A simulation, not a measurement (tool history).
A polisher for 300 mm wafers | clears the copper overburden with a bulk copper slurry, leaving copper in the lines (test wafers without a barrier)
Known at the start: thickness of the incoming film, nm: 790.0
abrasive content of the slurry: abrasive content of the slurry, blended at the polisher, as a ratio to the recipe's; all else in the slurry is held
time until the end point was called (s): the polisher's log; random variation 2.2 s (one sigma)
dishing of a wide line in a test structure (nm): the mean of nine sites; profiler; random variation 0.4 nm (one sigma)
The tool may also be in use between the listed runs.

run    day  flow of slurry (ml/min)  pressure of the wafer on the pad (psi)  speed of the pad under the wafer (cm/s)  abrasive content of the slurry  overpolish time after the end point (s)  time until the end point was called (s)  dishing of a wide line in a test structure (nm)
  1      0                      265                                     1.9                                      106                               1                                       28                                   124.66                                           84.866
  2  0.088                      265                                     1.9                                      130                               1                                       28                                   108.58                                           92.816
  3  0.275                      295                                     1.9                                      130                               1                                       28                                   105.77                                           91.426
  4  0.504                      295                                     1.9                                      148                               1                                       28                                    98.34                                           96.456
  5  0.775                      295                                     1.4                                      148                               1                                       28                                    131.4                                           76.634
  6   0.95                      295                                     1.4                                      124                               1                                       28                                   147.69                                           71.559
  7   1.25                      300                                     1.3                                      116                               1                                       24                                   166.47                                           59.791
  8  1.392                      305                                     1.3                                      112                               1                                       21                                   170.92                                            53.59
  9  1.704                      310                                     1.2                                      110                               1                                       19                                   183.33                                           46.705
 10  1.892                      315                                     1.1                                      110                               1                                       18                                   202.05                                           41.933

The next listed run, before its measurement:
 11  2.112                      320                                     1.1                                      110                               1                                       17                                        ?                                                ?

{"run 11": {"time until the end point was called (s)": 197.7, "dishing of a wide line in a test structure (nm)": 39.299}}
